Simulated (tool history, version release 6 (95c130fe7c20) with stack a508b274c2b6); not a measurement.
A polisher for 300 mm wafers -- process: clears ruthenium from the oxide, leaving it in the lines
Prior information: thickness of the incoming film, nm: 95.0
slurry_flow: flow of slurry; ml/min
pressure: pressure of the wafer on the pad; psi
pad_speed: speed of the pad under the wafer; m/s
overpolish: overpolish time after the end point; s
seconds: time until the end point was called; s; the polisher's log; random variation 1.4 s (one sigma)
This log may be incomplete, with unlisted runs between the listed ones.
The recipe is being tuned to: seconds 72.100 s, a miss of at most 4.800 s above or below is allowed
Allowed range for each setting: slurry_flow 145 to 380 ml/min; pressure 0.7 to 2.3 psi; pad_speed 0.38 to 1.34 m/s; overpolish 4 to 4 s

{"run": 1, "hour": 0.0, "slurry_flow": 245, "pressure": 1.5, "pad_speed": 0.86, "overpolish": 4, "seconds": 138.04}
{"run": 2, "hour": 4.8, "slurry_flow": 300, "pressure": 1.5, "pad_speed": 0.86, "overpolish": 4, "seconds": 134.37}
{"run": 3, "hour": 12.5, "slurry_flow": 265, "pressure": 1.5, "pad_speed": 0.86, "overpolish": 4, "seconds": 137.38}
{"run": 4, "hour": 15.4, "slurry_flow": 265, "pressure": 1.9, "pad_speed": 0.86, "overpolish": 4, "seconds": 104.94}
{"hour": 23.9, "done": "slurry nozzle cleaned"}
{"run": 5, "hour": 23.9, "slurry_flow": 265, "pressure": 1.7, "pad_speed": 0.86, "overpolish": 4, "seconds": 117.49}
{"run": 6, "hour": 29.0, "slurry_flow": 265, "pressure": 1.7, "pad_speed": 0.86, "overpolish": 4, "seconds": 114.66}
{"run": 7, "hour": 34.3, "slurry_flow": 265, "pressure": 1.8, "pad_speed": 0.86, "overpolish": 4, "seconds": 108.9}
{"run": 8, "hour": 40.7, "slurry_flow": 270, "pressure": 2.2, "pad_speed": 1.0, "overpolish": 4, "seconds": 77.348}

Which of these 5 next moves meets every target?
{"run": "A", "hour": 47.1, "slurry_flow": 275, "pressure": 2.3, "pad_speed": 0.88, "overpolish": 4, "seconds": "?"}
{"run": "B", "hour": 47.1, "slurry_flow": 300, "pressure": 2.3, "pad_speed": 1.08, "overpolish": 4, "seconds": "?"}
{"run": "C", "hour": 47.1, "slurry_flow": 225, "pressure": 2.0, "pad_speed": 0.96, "overpolish": 4, "seconds": "?"}
{"run": "D", "hour": 47.1, "slurry_flow": 285, "pressure": 2.0, "pad_speed": 1.06, "overpolish": 4, "seconds": "?"}
{"run": "E", "hour": 47.1, "slurry_flow": 285, "pressure": 2.2, "pad_speed": 0.94, "overpolish": 4, "seconds": "?"}

move=A seconds=88.147
move=B seconds=73.633
move=C seconds=96.305
move=D seconds=86.211
move=E seconds=86.867
A: misses by more than the last run did
B: hits every target within its allowed miss
C: misses by more than the last run did
D: misses by more than the last run did
E: misses by more than the last run did
The right move is B.

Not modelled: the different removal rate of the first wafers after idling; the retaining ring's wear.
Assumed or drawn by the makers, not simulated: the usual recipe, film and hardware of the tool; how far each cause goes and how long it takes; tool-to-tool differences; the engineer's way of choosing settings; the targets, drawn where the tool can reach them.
